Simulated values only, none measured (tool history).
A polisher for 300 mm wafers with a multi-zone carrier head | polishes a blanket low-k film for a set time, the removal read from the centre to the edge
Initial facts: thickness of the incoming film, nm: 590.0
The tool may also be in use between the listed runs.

run	day	flow of slurry (ml/min)	pressure of the head's centre zone	pressure of the head's middle zone	pressure of the head's edge zone	abrasive content of the slurry	polishing time (s)	film removed at the wafer's centre (nm)	film removed at mid-radius (nm)	film removed at the wafer's edge (nm)
1	0.000	120	1.00	1.00	1.00	1.00	50	15.324	15.064	16.207
2	0.142	120	1.00	1.00	1.00	0.90	50	14.371	14.719	15.505
3	0.488	125	0.98	1.03	1.03	1.00	51	15.384	16.562	17.236
4	0.575	135	0.98	1.03	1.03	1.00	51	15.684	16.973	17.290
5	0.725	135	0.98	1.03	1.03	0.90	51	15.036	15.941	16.219
6	1.075	135	0.98	1.04	1.05	1.00	51	15.970	17.040	17.349
7	1.142	135	0.97	1.05	1.07	1.05	51	15.878	17.655	17.813
8	1.333	140	0.96	1.05	1.08	1.10	51	16.013	18.118	18.410
9	1.554	140	0.96	1.05	1.09	1.15	51	17.083	18.729	19.021
10	1.721	140	0.95	1.05	1.11	1.20	51	16.761	18.619	19.886
11	1.862	140	0.95	1.05	1.11	1.20	51	16.474	18.557	19.635

Forecast run 12:
# day 2.175: edge zone pressure recalibrated
12	2.175	145	0.95	1.05	1.12	1.20	51	?	?	?

film removed at the wafer's centre (nm): 17.062
film removed at mid-radius (nm): 19.055
film removed at the wafer's edge (nm): 18.762

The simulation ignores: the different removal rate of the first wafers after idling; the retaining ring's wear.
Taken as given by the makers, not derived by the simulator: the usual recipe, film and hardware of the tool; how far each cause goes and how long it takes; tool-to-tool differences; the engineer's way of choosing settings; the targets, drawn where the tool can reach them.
